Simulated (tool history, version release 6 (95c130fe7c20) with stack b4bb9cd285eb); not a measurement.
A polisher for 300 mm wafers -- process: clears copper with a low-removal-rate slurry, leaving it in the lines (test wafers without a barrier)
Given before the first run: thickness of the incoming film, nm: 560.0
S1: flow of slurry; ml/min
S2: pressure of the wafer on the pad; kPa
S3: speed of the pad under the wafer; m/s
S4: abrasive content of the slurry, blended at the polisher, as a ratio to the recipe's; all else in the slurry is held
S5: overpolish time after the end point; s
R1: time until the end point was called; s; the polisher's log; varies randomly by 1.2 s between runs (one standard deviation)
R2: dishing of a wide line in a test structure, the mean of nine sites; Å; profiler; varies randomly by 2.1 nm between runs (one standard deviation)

run	hour	S1	S2	S3	S4	S5	R1	R2
1	0.0	255	25.5	1.34	1.0	21	103.88	820.32
2	7.6	255	26.2	1.34	1.0	22	101.85	883.39
3	11.6	280	26.2	1.34	1.0	22	100.46	865.37
4	15.5	280	22.8	1.34	1.0	22	112.55	767.26
5	18.6	280	17.9	1.34	1.0	22	145.72	627.93
6	27.3	275	19.3	1.34	1.0	23	134.76	703.36
7	30.5	275	20.7	1.34	1.0	24	126.00	789.42

Expected results for the next run?
8	34.2	275	21.4	1.34	1.0	25	?	?

{"run 8": {"R1": 122.85, "R2": 810.25}}

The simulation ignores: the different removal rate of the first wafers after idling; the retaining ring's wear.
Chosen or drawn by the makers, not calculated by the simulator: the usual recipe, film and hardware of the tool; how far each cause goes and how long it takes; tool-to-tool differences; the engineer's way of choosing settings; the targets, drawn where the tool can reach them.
